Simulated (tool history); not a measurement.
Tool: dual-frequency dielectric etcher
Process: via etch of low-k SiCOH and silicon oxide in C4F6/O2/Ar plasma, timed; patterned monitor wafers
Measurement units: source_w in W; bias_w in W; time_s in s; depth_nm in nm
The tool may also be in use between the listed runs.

| run | hour | source_w | bias_w | time_s | depth_nm |
|---|---|---|---|---|---|
| 1 | 0.0 | 470 | 175 | 59 | 177.87 |
| 2 | 3.0 | 510 | 177 | 59 | 186.74 |
| 3 | 6.7 | 510 | 147 | 59 | 179.16 |
| 4 | 7.6 | 510 | 147 | 62 | 188.31 |
| 5 | 12.2 | 510 | 147 | 59 | 178.96 |
| 6 | 12.9 | 460 | 147 | 59 | 170.77 |
|  | 17.0 | source power generator calibrated |
| 7 | 17.0 | 460 | 147 | 59 | 167.93 |
| 8 | 23.8 | 500 | 149 | 59 | 175.85 |

Run 9 is up next; what results do you expect?
| 9 | 30.8 | 540 | 151 | 59 | ? |

Run 9 measured depth_nm 182.85 nm.

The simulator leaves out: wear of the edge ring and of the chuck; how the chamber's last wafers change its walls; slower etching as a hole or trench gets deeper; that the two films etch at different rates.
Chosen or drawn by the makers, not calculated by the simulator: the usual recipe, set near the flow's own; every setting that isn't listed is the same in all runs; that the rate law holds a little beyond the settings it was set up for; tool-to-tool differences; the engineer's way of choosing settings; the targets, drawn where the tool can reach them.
